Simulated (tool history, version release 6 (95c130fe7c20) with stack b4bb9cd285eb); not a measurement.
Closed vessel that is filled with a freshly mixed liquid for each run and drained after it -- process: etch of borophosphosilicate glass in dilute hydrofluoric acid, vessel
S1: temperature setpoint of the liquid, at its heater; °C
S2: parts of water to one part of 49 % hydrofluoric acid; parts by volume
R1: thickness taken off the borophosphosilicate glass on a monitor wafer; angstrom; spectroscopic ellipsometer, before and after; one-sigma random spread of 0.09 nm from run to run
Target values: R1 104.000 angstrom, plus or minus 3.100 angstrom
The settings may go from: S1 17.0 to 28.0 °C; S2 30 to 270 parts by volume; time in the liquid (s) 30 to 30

run 1 hour=0.0 | S1=20.0 S2=150 time_in_the_liquid_(s)=30 | R1=70.380
run 2 hour=4.1 | S1=20.0 S2=170 time_in_the_liquid_(s)=30 | R1=61.357
run 3 hour=10.4 | S1=20.0 S2=205 time_in_the_liquid_(s)=30 | R1=49.386
run 4 hour=17.0 | S1=21.5 S2=190 time_in_the_liquid_(s)=30 | R1=56.377
run 5 hour=20.6 | S1=21.5 S2=190 time_in_the_liquid_(s)=30 | R1=56.828
run 6 hour=22.3 | S1=23.0 S2=175 time_in_the_liquid_(s)=30 | R1=66.905
run 7 hour=28.1 | S1=27.0 S2=130 time_in_the_liquid_(s)=30 | R1=110.010
run 8 hour=33.2 | S1=26.5 S2=130 time_in_the_liquid_(s)=30 | R1=108.060

Exercise: of the 5 proposed moves below, exactly one satisfies all targets within the stated allowed misses. Which move is it?
run A hour=38.3 | S1=24.5 S2=125 time_in_the_liquid_(s)=30 | R1=?
run B hour=38.3 | S1=21.5 S2=120 time_in_the_liquid_(s)=30 | R1=?
run C hour=38.3 | S1=26.0 S2=120 time_in_the_liquid_(s)=30 | R1=?
run D hour=38.3 | S1=27.0 S2=130 time_in_the_liquid_(s)=30 | R1=?
run E hour=38.3 | S1=25.0 S2=120 time_in_the_liquid_(s)=30 | R1=?

move=A R1=105.580
move=B R1=98.384
move=C R1=117.230
move=D R1=110.920
move=E R1=112.830
A: hits every target within its allowed miss
B: the result that was furthest off in the last run now lies on the other side of its target
C: moves away from the targets compared with the last run
D: moves away from the targets compared with the last run
E: moves away from the targets compared with the last run
A meets every target.
